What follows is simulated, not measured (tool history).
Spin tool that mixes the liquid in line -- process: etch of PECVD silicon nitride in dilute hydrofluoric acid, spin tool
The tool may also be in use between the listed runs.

| run | day | temperature setpoint of the liquid (C) | parts of water to one part of 49 % hydrofluoric acid (parts by volume) | time under the liquid (s) | thickness taken off the PECVD silicon nitride on a monitor wafer (angstrom) |
|---|---|---|---|---|---|
| 1 | 0 | 24 | 105 | 295 | 72.727 |
| 2 | 0.346 | 26.5 | 100 | 295 | 88.251 |
| 3 | 0.442 | 26.5 | 100 | 295 | 90.467 |
| 4 | 0.754 | 23.5 | 100 | 295 | 73.269 |
| 5 | 0.85 | 23.5 | 100 | 295 | 73.087 |
| 6 | 1.138 | 23.5 | 100 | 320 | 79.197 |
| 7 | 1.45 | 26 | 100 | 320 | 92.361 |
| 8 | 1.558 | 28 | 95 | 320 | 111.95 |
| 9 | 1.871 | 29.5 | 95 | 320 | 123.04 |

Run 10 is up next; what results do you expect?
| 10 | 2.179 | 30.5 | 95 | 320 | ? |

{"run 10": {"thickness taken off the PECVD silicon nitride on a monitor wafer (angstrom)": 131.19}}

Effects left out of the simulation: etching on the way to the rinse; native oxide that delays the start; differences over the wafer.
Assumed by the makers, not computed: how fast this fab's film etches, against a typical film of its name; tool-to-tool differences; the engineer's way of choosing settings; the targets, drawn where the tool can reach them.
